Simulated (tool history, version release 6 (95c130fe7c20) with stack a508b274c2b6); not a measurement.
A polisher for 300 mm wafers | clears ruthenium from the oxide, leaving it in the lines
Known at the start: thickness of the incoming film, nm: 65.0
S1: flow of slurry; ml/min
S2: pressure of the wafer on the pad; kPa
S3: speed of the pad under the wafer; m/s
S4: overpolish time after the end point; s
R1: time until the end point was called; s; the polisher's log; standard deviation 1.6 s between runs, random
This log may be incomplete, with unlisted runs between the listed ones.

run,hour,S1,S2,S3,S4,R1
1,0,135,12.4,0.8,4,74.838
2,2.1,135,12.4,0.8,4,74.146
3,10.5,135,11.7,0.8,4,77.286
4,18.3,165,11.7,0.8,4,77.644
5,23.6,165,11,0.8,4,80.973
6,24.7,165,10.3,0.8,4,86.666
7,33.7,165,10.3,0.8,4,86.345

Predict the results of run 8:
8,38.4,165,9.7,0.8,4,?

{"run 8": {"R1": 90.205}}

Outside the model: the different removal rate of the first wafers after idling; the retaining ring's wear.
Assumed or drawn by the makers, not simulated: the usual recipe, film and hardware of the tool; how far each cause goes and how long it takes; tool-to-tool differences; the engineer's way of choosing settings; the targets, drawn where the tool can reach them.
